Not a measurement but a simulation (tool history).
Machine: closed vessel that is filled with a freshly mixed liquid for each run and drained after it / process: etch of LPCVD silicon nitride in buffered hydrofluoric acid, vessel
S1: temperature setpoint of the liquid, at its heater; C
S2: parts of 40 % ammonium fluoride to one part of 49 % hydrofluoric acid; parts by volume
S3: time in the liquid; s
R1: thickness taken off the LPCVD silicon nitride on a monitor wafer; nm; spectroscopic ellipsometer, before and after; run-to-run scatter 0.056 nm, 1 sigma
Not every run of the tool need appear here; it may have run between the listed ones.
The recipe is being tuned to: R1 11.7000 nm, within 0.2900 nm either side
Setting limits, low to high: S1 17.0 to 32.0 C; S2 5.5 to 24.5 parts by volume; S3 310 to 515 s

{"run": 1, "hour": 0.0, "S1": 25.0, "S2": 15.0, "S3": 515, "R1": 5.9206}
{"run": 2, "hour": 8.4, "S1": 23.0, "S2": 15.0, "S3": 515, "R1": 5.2833}
{"run": 3, "hour": 9.9, "S1": 26.0, "S2": 13.5, "S3": 515, "R1": 6.8668}
{"run": 4, "hour": 16.6, "S1": 24.5, "S2": 13.5, "S3": 515, "R1": 6.3645}
{"run": 5, "hour": 21.0, "S1": 27.0, "S2": 12.5, "S3": 515, "R1": 7.8176}
{"run": 6, "hour": 28.8, "S1": 27.0, "S2": 10.0, "S3": 515, "R1": 9.7397}
{"run": 7, "hour": 32.8, "S1": 28.0, "S2": 10.0, "S3": 515, "R1": 10.289}
{"run": 8, "hour": 34.1, "S1": 29.0, "S2": 10.0, "S3": 515, "R1": 10.865}
{"run": 9, "hour": 40.5, "S1": 29.5, "S2": 10.0, "S3": 515, "R1": 11.124}

5 candidate next runs follow, results not yet known. Just one meets every target within its allowed miss. Identify it.
{"run": "A", "hour": 46.9, "S1": 28.5, "S2": 10.0, "S3": 505, "R1": "?"}
{"run": "B", "hour": 46.9, "S1": 27.5, "S2": 9.0, "S3": 515, "R1": "?"}
{"run": "C", "hour": 46.9, "S1": 32.0, "S2": 12.0, "S3": 515, "R1": "?"}
{"run": "D", "hour": 46.9, "S1": 26.0, "S2": 8.5, "S3": 515, "R1": "?"}
{"run": "E", "hour": 46.9, "S1": 27.0, "S2": 6.0, "S3": 385, "R1": "?"}

move=A R1=10.2970
move=B R1=10.6390
move=C R1=10.5630
move=D R1=10.4460
move=E R1=11.6140
A: misses by more than the last run did
B: misses by more than the last run did
C: misses by more than the last run did
D: misses by more than the last run did
E: hits every target within its allowed miss
E is the move that brings every result within its allowed miss.

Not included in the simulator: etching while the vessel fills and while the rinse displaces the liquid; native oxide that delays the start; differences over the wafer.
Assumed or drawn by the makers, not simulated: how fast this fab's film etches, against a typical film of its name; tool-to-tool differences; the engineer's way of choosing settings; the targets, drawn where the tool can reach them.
